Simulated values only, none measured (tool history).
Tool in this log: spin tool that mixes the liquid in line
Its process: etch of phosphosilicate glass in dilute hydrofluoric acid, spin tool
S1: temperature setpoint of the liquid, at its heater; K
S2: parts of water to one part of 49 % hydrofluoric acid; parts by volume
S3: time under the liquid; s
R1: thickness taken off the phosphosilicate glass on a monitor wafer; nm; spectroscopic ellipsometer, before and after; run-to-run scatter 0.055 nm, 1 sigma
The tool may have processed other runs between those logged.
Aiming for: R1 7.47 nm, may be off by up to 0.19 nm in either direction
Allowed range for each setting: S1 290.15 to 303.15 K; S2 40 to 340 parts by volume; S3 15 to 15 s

run	hour	S1	S2	S3	R1
1	0	295.15	190	15	4.0686
2	7	297.65	190	15	4.5794
3	10.1	296.15	190	15	4.2846
4	12.7	297.65	180	15	4.902
5	20.7	297.65	205	15	4.1768
6	22.1	299.15	190	15	4.7335
7	24.2	300.15	175	15	5.4917
8	29.6	300.65	165	15	5.9944
9	34.6	301.15	160	15	6.3431
10	36.8	301.65	155	15	6.7443
11	42.6	302.15	155	15	6.823
12	48.8	302.15	155	15	6.8313
13	55.3	302.65	150	15	7.2445

Next run, 4 choices. One meets every target within its allowed miss, the rest don't. Which?
A	61.8	300.15	135	15	?
B	61.8	302.65	140	15	?
C	61.8	298.15	120	15	?
D	61.8	303.15	140	15	?

move	R1
A	7.5045
B	7.8863
C	7.9696
D	8.0309
A: meets every target
B: carries the result that was furthest off beyond its target, to the other side
C: carries the result that was furthest off beyond its target, to the other side
D: carries the result that was furthest off beyond its target, to the other side
The right move is A.
